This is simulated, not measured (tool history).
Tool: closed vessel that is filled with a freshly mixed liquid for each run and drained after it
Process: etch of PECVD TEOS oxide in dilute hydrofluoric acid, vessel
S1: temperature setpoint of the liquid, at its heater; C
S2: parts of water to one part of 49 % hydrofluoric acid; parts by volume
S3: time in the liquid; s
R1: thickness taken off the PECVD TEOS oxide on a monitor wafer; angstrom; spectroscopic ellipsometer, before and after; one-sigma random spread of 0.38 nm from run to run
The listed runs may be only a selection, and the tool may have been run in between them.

run	hour	S1	S2	S3	R1
1	0	25	65	105	156.44
2	6.8	27	65	105	169.7
3	9.2	28.5	55	105	217.16
4	13.8	28.5	70	105	169.11
5	18.7	30.5	70	105	179.96
6	25.7	31	55	105	242.34

What does the tool deliver on the next run?
7	30.7	31.5	45	105	?

{"run 7": {"R1": 305.27}}
